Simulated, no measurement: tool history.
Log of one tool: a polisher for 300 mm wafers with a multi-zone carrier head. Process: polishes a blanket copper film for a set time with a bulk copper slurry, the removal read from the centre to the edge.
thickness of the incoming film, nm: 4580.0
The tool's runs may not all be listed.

run    day  flow of slurry (ml/min)  pressure of the head's centre zone  pressure of the head's middle zone  pressure of the head's edge zone  abrasive content of the slurry  polishing time (s)  film removed at the wafer's centre (nm)  film removed at mid-radius (nm)  film removed at the wafer's edge (nm)
  1      0                      295                                   1                                   1                                 1                               1                  74                                   654.16                           655.92                                  654.6
  2  0.133                      295                                0.98                                   1                              0.98                            0.95                  74                                   629.01                            642.8                                 643.97
  3  0.392                      295                                0.97                                1.01                              0.96                             0.9                  73                                   599.17                           631.37                                 617.72
  4  0.754                      295                                0.97                                1.07                              0.96                             0.9                  73                                   604.73                           662.32                                 615.93
  5  0.992                      290                                0.96                                1.06                              0.94                            0.85                  73                                   576.81                           649.33                                 601.65
  6  1.321                      290                                0.96                                1.05                              0.93                             0.8                  73                                   567.51                           625.76                                 590.55
  7  1.404                      285                                0.96                                1.05                              0.92                             0.8                  73                                   576.89                            627.3                                 588.81
  8  1.642                      285                                0.95                                1.05                              0.91                            0.75                  73                                   558.24                           612.24                                 574.73
  9  1.771                      280                                0.94                                1.05                               0.9                            0.75                  73                                   553.98                           609.01                                 570.27
 10   1.85                      245                                0.86                                   1                              0.81                            0.55                  72                                   438.61                           518.07                                 471.49
 11  2.008                      260                                0.87                                   1                              0.82                            0.55                  72                                   445.56                           519.79                                 478.82
 12  2.325                      270                                0.88                                   1                              0.83                            0.55                  72                                   470.17                            516.3                                 486.85
 13  2.438                      275                                0.88                                1.01                              0.84                            0.55                  72                                   450.99                           532.01                                 488.36
 14  2.783                      280                                0.89                                1.01                              0.85                            0.55                  72                                   462.22                           527.56                                 479.27
 15  2.821                      270                                 0.9                                1.01                              0.86                            0.55                  72                                   460.51                           520.69                                 481.55
 16  3.046                      355                                0.92                                1.03                              0.94                            0.65                  72                                   515.64                              579                                 545.86
 17  3.212                      350                                0.92                                1.03                              0.93                            0.65                  72                                    520.3                           580.96                                 547.53

Expected results for the next run?
 18  3.562                      340                                0.92                                1.03                              0.92                            0.65                  72                                        ?                                ?                                      ?

{"run 18": {"film removed at the wafer's centre (nm)": 526.78, "film removed at mid-radius (nm)": 581.36, "film removed at the wafer's edge (nm)": 552.86}}

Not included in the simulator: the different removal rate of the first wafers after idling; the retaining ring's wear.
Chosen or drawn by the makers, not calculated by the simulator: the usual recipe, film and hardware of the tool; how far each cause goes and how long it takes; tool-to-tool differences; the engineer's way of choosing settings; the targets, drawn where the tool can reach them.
